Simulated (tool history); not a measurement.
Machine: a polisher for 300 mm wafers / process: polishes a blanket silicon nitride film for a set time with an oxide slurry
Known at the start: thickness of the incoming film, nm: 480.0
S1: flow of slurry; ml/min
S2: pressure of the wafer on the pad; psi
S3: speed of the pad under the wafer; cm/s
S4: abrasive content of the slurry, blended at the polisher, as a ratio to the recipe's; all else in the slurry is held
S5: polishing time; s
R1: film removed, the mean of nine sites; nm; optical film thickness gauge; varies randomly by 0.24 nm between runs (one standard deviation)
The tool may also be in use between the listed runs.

run 1 hour=0.0 | S1=245 S2=4.4 S3=130 S4=1.0 S5=81 | R1=77.232
run 2 hour=2.5 | S1=245 S2=3.6 S3=130 S4=1.0 S5=81 | R1=63.502
run 3 hour=8.8 | S1=205 S2=3.6 S3=130 S4=1.0 S5=81 | R1=62.781
run 4 hour=10.2 | S1=205 S2=3.6 S3=152 S4=1.0 S5=81 | R1=67.523
run 5 hour=17.6 | S1=195 S2=3.1 S3=142 S4=1.0 S5=81 | R1=55.255
run 6 hour=23.9 | S1=195 S2=3.1 S3=112 S4=1.0 S5=81 | R1=50.347

The next listed run, before its measurement:
run 7 hour=32.8 | S1=190 S2=2.8 S3=112 S4=1.0 S5=81 | R1=?

R1: 45.099 nm
